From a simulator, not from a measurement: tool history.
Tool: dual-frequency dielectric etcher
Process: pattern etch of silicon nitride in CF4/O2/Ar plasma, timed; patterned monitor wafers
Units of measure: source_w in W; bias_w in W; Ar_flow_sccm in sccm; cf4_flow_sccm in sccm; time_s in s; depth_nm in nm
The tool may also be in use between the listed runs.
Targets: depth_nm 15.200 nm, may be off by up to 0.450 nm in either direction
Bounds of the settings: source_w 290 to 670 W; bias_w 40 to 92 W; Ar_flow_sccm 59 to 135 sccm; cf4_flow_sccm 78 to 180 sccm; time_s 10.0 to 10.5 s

| run | hour | source_w | bias_w | Ar_flow_sccm | cf4_flow_sccm | time_s | depth_nm |
|---|---|---|---|---|---|---|---|
| 1 | 0.0 | 480 | 66 | 97 | 129 | 10.5 | 24.435 |
| 2 | 2.7 | 480 | 66 | 97 | 149 | 10.5 | 24.954 |
| 3 | 4.4 | 480 | 66 | 97 | 140 | 10.5 | 24.647 |
| 4 | 9.5 | 480 | 66 | 97 | 140 | 10.5 | 24.452 |
| 5 | 14.5 | 480 | 66 | 105 | 140 | 10.5 | 24.346 |
| 6 | 23.5 | 480 | 66 | 105 | 122 | 10.5 | 23.713 |
| 7 | 27.3 | 460 | 64 | 106 | 121 | 10.5 | 22.536 |
| 8 | 32.9 | 440 | 63 | 107 | 120 | 10.5 | 21.415 |
|  | 40.6 | bias power generator calibrated |
| 9 | 40.6 | 420 | 62 | 108 | 119 | 10.5 | 20.176 |

Exercise: of the 5 proposed moves below, exactly one satisfies all targets within the stated allowed misses. Which move is it?
| A | 48.3 | 330 | 52 | 130 | 119 | 10.0 | ? |
| B | 48.3 | 330 | 54 | 115 | 118 | 10.0 | ? |
| C | 48.3 | 350 | 53 | 110 | 123 | 10.0 | ? |
| D | 48.3 | 300 | 74 | 125 | 107 | 10.0 | ? |
| E | 48.3 | 330 | 53 | 130 | 115 | 10.0 | ? |

| move | depth_nm |
|---|---|
| A | 14.114 |
| B | 14.499 |
| C | 15.432 |
| D | 14.486 |
| E | 14.128 |
A: moves the result that the last run missed by most past its target, out the other side
B: moves the result that the last run missed by most past its target, out the other side
C: all results land within tolerance of their targets
D: moves the result that the last run missed by most past its target, out the other side
E: moves the result that the last run missed by most past its target, out the other side
The move that meets every target is C.
